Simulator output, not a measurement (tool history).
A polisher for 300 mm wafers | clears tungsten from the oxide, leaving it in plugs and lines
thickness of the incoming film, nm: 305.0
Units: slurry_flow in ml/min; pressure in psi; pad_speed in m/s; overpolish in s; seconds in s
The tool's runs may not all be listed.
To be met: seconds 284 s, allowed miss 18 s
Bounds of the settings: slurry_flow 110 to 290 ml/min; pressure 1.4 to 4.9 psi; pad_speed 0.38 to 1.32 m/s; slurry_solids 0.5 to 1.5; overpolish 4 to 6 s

{"run": 1, "hour": 0.0, "slurry_flow": 185, "pressure": 3.1, "pad_speed": 0.84, "slurry_solids": 1, "overpolish": 6, "seconds": 110.17}
{"run": 2, "hour": 4.1, "slurry_flow": 145, "pressure": 3.1, "pad_speed": 0.84, "slurry_solids": 1, "overpolish": 6, "seconds": 112.12}
{"run": 3, "hour": 5.2, "slurry_flow": 110, "pressure": 3.1, "pad_speed": 0.84, "slurry_solids": 1, "overpolish": 6, "seconds": 117.83}
{"run": 4, "hour": 9.3, "slurry_flow": 110, "pressure": 3.1, "pad_speed": 0.64, "slurry_solids": 1, "overpolish": 6, "seconds": 156.26}
{"run": 5, "hour": 14.3, "slurry_flow": 110, "pressure": 2.5, "pad_speed": 0.64, "slurry_solids": 1, "overpolish": 6, "seconds": 191.87}
{"run": 6, "hour": 16.9, "slurry_flow": 110, "pressure": 2.5, "pad_speed": 0.64, "slurry_solids": 0.85, "overpolish": 6, "seconds": 201.38}
{"run": 7, "hour": 22.0, "slurry_flow": 110, "pressure": 2.3, "pad_speed": 0.64, "slurry_solids": 0.85, "overpolish": 6, "seconds": 218.71}
{"run": 8, "hour": 27.1, "slurry_flow": 110, "pressure": 2.2, "pad_speed": 0.64, "slurry_solids": 0.85, "overpolish": 6, "seconds": 223.42}
{"run": 9, "hour": 34.7, "slurry_flow": 110, "pressure": 2.1, "pad_speed": 0.64, "slurry_solids": 0.85, "overpolish": 6, "seconds": 234.71}
{"run": 10, "hour": 40.4, "slurry_flow": 110, "pressure": 2.1, "pad_speed": 0.64, "slurry_solids": 0.85, "overpolish": 6, "seconds": 226.55}
{"run": 11, "hour": 43.8, "slurry_flow": 110, "pressure": 2, "pad_speed": 0.64, "slurry_solids": 0.85, "overpolish": 6, "seconds": 247.56}
{"run": 12, "hour": 48.5, "slurry_flow": 110, "pressure": 1.9, "pad_speed": 0.64, "slurry_solids": 0.85, "overpolish": 6, "seconds": 259.07}
{"run": 13, "hour": 55.2, "slurry_flow": 110, "pressure": 1.9, "pad_speed": 0.64, "slurry_solids": 0.85, "overpolish": 6, "seconds": 260.07}
{"run": 14, "hour": 59.5, "slurry_flow": 110, "pressure": 1.6, "pad_speed": 0.62, "slurry_solids": 0.85, "overpolish": 6, "seconds": 310.2}

4 next moves are on the table. One of them brings every result within its allowed miss. Which?
{"run": "A", "hour": 63.8, "slurry_flow": 125, "pressure": 1.7, "pad_speed": 0.64, "slurry_solids": 0.75, "overpolish": 5, "seconds": "?"}
{"run": "B", "hour": 63.8, "slurry_flow": 130, "pressure": 1.4, "pad_speed": 0.68, "slurry_solids": 0.7, "overpolish": 6, "seconds": "?"}
{"run": "C", "hour": 63.8, "slurry_flow": 110, "pressure": 1.6, "pad_speed": 0.6, "slurry_solids": 0.95, "overpolish": 6, "seconds": "?"}
{"run": "D", "hour": 63.8, "slurry_flow": 110, "pressure": 1.5, "pad_speed": 0.54, "slurry_solids": 0.85, "overpolish": 6, "seconds": "?"}

move=A seconds=293.88
move=B seconds=334.9
move=C seconds=323.58
move=D seconds=388.7
A: meets every target
B: further off than the last run
C: further off than the last run
D: further off than the last run
Move A is the one to make.
